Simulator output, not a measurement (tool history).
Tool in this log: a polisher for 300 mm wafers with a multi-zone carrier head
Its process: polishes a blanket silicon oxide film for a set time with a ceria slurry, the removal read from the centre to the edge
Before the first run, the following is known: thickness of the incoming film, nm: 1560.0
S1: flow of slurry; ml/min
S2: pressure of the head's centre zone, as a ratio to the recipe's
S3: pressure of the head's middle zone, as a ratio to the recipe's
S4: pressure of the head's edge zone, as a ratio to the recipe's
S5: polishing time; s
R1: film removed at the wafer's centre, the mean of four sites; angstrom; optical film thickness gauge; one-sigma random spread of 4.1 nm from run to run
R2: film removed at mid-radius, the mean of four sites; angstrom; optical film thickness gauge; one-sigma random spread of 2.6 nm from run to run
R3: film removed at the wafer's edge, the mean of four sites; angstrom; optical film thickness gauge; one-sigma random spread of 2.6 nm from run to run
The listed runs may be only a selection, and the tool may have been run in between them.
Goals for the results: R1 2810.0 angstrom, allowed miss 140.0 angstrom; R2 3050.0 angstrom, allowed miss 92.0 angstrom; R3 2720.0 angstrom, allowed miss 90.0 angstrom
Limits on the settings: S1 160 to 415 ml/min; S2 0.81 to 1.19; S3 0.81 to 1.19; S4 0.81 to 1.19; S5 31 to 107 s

Run 1, hour 0.0: S1 265 ml/min, S2 1.00, S3 1.00, S4 1.00, S5 69 s. Result: R1 3188.4 angstrom, R2 3177.2 angstrom, R3 3336.4 angstrom.
Run 2, hour 1.3: S1 265 ml/min, S2 1.00, S3 1.00, S4 0.95, S5 69 s. Result: R1 3222.6 angstrom, R2 3224.6 angstrom, R3 3225.3 angstrom.
Run 3, hour 7.9: S1 265 ml/min, S2 1.00, S3 0.97, S4 0.95, S5 69 s. Result: R1 3238.6 angstrom, R2 3145.3 angstrom, R3 3246.5 angstrom.
Run 4, hour 13.4: S1 265 ml/min, S2 1.00, S3 0.97, S4 0.95, S5 55 s. Result: R1 2582.8 angstrom, R2 2472.1 angstrom, R3 2549.2 angstrom.
Run 5, hour 16.3: S1 275 ml/min, S2 1.01, S3 1.02, S4 0.95, S5 56 s. Result: R1 2666.6 angstrom, R2 2664.0 angstrom, R3 2665.4 angstrom.
Run 6, hour 25.0: S1 290 ml/min, S2 1.02, S3 1.05, S4 0.93, S5 56 s. Result: R1 2743.5 angstrom, R2 2775.7 angstrom, R3 2614.1 angstrom.
Run 7, hour 26.2: S1 300 ml/min, S2 1.02, S3 1.07, S4 0.94, S5 56 s. Result: R1 2760.4 angstrom, R2 2760.0 angstrom, R3 2593.6 angstrom.
Run 8, hour 29.0: S1 290 ml/min, S2 0.97, S3 1.14, S4 0.93, S5 62 s. Result: R1 2871.2 angstrom, R2 3247.2 angstrom, R3 2870.7 angstrom.
Run 9, hour 36.1: S1 290 ml/min, S2 0.97, S3 1.13, S4 0.92, S5 62 s. Result: R1 2896.5 angstrom, R2 3237.7 angstrom, R3 2840.7 angstrom.

Exactly one of the 4 candidate moves below puts every result within its allowed miss. Which one?
Run A, hour 43.2: S1 320 ml/min, S2 0.99, S3 1.11, S4 0.88, S5 59 s. Result: R1 ?, R2 ?, R3 ?.
Run B, hour 43.2: S1 220 ml/min, S2 1.07, S3 1.13, S4 0.97, S5 66 s. Result: R1 ?, R2 ?, R3 ?.
Run C, hour 43.2: S1 285 ml/min, S2 0.84, S3 1.04, S4 1.03, S5 58 s. Result: R1 ?, R2 ?, R3 ?.
Run D, hour 43.2: S1 310 ml/min, S2 1.00, S3 1.19, S4 0.87, S5 62 s. Result: R1 ?, R2 ?, R3 ?.

move      R1      R2      R3
   A  2774.9  3083.4  2686.3
   B  3108.8  3345.0  3033.7
   C  2422.2  2833.8  2816.2
   D  2926.9  3429.6  2798.9
A: each result inside its tolerance
B: further off than the last run
C: the result that was furthest off in the last run now lies on the other side of its target
D: further off than the last run
A is the move that brings every result within its allowed miss.
